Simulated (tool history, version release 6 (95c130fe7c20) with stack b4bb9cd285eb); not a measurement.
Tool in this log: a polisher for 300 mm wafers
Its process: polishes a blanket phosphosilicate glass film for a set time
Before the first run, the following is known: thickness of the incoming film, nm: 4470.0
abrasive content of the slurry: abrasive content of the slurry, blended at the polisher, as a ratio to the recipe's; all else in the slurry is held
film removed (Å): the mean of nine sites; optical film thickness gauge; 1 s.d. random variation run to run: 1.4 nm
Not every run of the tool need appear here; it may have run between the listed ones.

run,hour,flow of slurry (ml/min),pressure of the wafer on the pad (psi),speed of the pad under the wafer (m/s),abrasive content of the slurry,polishing time (s),film removed (Å)
1,0.0,205,2.0,1.26,1.0,34,2367.5
2,4.8,250,2.0,1.26,1.0,34,2398.4
3,11.9,250,1.8,1.26,1.0,34,2179.6
4,15.2,250,1.6,1.26,1.0,34,1990.1
5,23.1,250,1.2,1.26,1.0,34,1489.7
6,31.2,255,1.3,1.26,1.0,34,1623.6
7,33.3,260,1.3,1.26,1.0,34,1602.0
8,39.6,260,1.4,1.26,1.0,34,1736.1
9,43.8,250,1.3,1.26,1.0,34,1599.3
10,49.3,275,1.3,1.26,1.0,34,1627.7
11,55.7,285,1.4,1.26,1.0,34,1770.8
12,64.0,280,1.4,1.26,1.0,34,1745.0
13,72.8,265,1.3,1.26,1.0,34,1623.7
14,75.6,270,1.3,1.26,1.0,34,1584.9

What will run 15 give?
15,82.0,270,1.4,1.26,1.0,34,?

{"run 15": {"film removed (Å)": 1745.6}}
